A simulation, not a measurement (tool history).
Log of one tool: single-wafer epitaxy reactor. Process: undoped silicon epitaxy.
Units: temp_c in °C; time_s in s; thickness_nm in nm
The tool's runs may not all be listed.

run,hour,temp_c,time_s,thickness_nm
1,0.0,645,153,22.469
2,6.2,647,153,23.317
3,9.7,648,153,23.885
4,13.4,649,153,24.401
5,21.6,650,153,24.720
6,30.3,658,153,28.852
7,32.3,657,153,28.326
8,34.4,656,153,27.784
9,41.4,655,153,27.279

The next listed run, before its measurement:
10,48.6,654,153,?

thickness_nm: 26.626 nm
